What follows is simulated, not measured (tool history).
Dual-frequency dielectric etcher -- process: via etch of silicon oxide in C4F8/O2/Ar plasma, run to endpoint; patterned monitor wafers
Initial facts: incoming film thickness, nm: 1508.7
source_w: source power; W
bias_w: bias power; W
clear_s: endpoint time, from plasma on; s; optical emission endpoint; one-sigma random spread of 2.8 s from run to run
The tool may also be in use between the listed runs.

run,hour,source_w,bias_w,clear_s
1,0,1370,2466,319.72
2,1.6,1370,2787,310.33
3,9.2,1260,2679,323.84
4,16.8,1180,2601,335.31
5,20.4,1180,2850,328.05
6,24.9,1110,2781,337.09
7,30.5,1050,2723,349.97
8,31.3,1010,2704,356.37
9,40,980,2690,365.76
10,45.4,970,2684,361.79

Forecast run 11:
11,52.8,950,2673,?

clear_s: 366.86 s

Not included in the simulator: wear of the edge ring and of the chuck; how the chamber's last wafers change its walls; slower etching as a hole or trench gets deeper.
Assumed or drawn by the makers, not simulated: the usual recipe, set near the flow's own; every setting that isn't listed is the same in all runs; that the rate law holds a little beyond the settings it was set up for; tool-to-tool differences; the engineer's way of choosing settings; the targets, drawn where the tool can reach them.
